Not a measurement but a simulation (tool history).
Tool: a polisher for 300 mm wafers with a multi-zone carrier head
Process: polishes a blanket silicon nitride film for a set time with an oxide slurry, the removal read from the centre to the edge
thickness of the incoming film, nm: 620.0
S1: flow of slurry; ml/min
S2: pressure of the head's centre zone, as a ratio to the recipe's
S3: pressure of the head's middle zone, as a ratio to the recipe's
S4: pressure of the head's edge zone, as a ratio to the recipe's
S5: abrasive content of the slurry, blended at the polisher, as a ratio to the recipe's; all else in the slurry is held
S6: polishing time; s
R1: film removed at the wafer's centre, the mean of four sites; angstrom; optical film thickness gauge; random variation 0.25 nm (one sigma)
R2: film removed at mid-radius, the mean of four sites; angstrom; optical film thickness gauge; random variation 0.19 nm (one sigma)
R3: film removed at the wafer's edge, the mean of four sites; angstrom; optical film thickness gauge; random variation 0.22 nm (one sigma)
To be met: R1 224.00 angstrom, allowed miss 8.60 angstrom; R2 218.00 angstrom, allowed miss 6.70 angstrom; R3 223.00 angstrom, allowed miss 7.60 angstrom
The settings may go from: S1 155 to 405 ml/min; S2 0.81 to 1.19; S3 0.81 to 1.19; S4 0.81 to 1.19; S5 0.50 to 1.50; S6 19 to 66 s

{"run": 1, "hour": 0.0, "S1": 260, "S2": 1.0, "S3": 1.0, "S4": 1.0, "S5": 1.0, "S6": 42, "R1": 369.28, "R2": 377.48, "R3": 373.92}
{"run": 2, "hour": 1.2, "S1": 255, "S2": 0.99, "S3": 0.96, "S4": 0.96, "S5": 0.85, "S6": 39, "R1": 301.79, "R2": 302.68, "R3": 300.84}
{"run": 3, "hour": 9.3, "S1": 245, "S2": 0.97, "S3": 0.92, "S4": 0.92, "S5": 0.75, "S6": 39, "R1": 273.54, "R2": 262.33, "R3": 266.6}
{"run": 4, "hour": 10.8, "S1": 245, "S2": 0.97, "S3": 0.92, "S4": 0.92, "S5": 0.75, "S6": 31, "R1": 215.26, "R2": 210.51, "R3": 216.22}
{"run": 5, "hour": 18.4, "S1": 245, "S2": 0.97, "S3": 0.92, "S4": 0.96, "S5": 0.75, "S6": 31, "R1": 209.93, "R2": 207.44, "R3": 215.37}
{"run": 6, "hour": 25.6, "S1": 245, "S2": 0.97, "S3": 0.92, "S4": 0.96, "S5": 0.55, "S6": 31, "R1": 152.97, "R2": 150.88, "R3": 157.42}
{"run": 7, "hour": 28.0, "S1": 245, "S2": 0.95, "S3": 0.91, "S4": 0.92, "S5": 0.6, "S6": 31, "R1": 165.23, "R2": 164.62, "R3": 171.1}
{"run": 8, "hour": 33.9, "S1": 300, "S2": 0.93, "S3": 0.87, "S4": 0.82, "S5": 0.85, "S6": 31, "R1": 226.33, "R2": 228.44, "R3": 228.34}
{"run": 9, "hour": 41.4, "S1": 295, "S2": 0.93, "S3": 0.86, "S4": 0.82, "S5": 0.85, "S6": 31, "R1": 229.86, "R2": 229.75, "R3": 224.79}
{"run": 10, "hour": 43.4, "S1": 290, "S2": 0.91, "S3": 0.81, "S4": 0.85, "S5": 0.8, "S6": 31, "R1": 213.96, "R2": 206.88, "R3": 221.52}
{"run": 11, "hour": 44.4, "S1": 300, "S2": 0.92, "S3": 0.82, "S4": 0.85, "S5": 0.8, "S6": 31, "R1": 222.06, "R2": 205.12, "R3": 227.28}
{"run": 12, "hour": 50.0, "S1": 300, "S2": 0.93, "S3": 0.83, "S4": 0.84, "S5": 0.8, "S6": 31, "R1": 220.52, "R2": 212.47, "R3": 222.85}

Which of these 5 next moves meets every target?
{"run": "A", "hour": 55.6, "S1": 370, "S2": 0.95, "S3": 0.85, "S4": 1.03, "S5": 0.65, "S6": 35, "R1": "?", "R2": "?", "R3": "?"}
{"run": "B", "hour": 55.6, "S1": 250, "S2": 0.94, "S3": 0.81, "S4": 0.83, "S5": 0.85, "S6": 30, "R1": "?", "R2": "?", "R3": "?"}
{"run": "C", "hour": 55.6, "S1": 360, "S2": 0.95, "S3": 0.81, "S4": 0.84, "S5": 1.0, "S6": 26, "R1": "?", "R2": "?", "R3": "?"}
{"run": "D", "hour": 55.6, "S1": 315, "S2": 0.93, "S3": 0.85, "S4": 0.84, "S5": 0.75, "S6": 33, "R1": "?", "R2": "?", "R3": "?"}
{"run": "E", "hour": 55.6, "S1": 300, "S2": 0.94, "S3": 0.81, "S4": 0.88, "S5": 0.7, "S6": 34, "R1": "?", "R2": "?", "R3": "?"}

move=A R1=213.36 R2=202.57 R3=229.93
move=B R1=218.35 R2=202.97 R3=218.11
move=C R1=222.35 R2=203.82 R3=218.20
move=D R1=221.73 R2=215.14 R3=222.71
move=E R1=215.81 R2=200.14 R3=219.67
A: further off than the last run
B: further off than the last run
C: further off than the last run
D: meets every target
E: further off than the last run
Answer: D
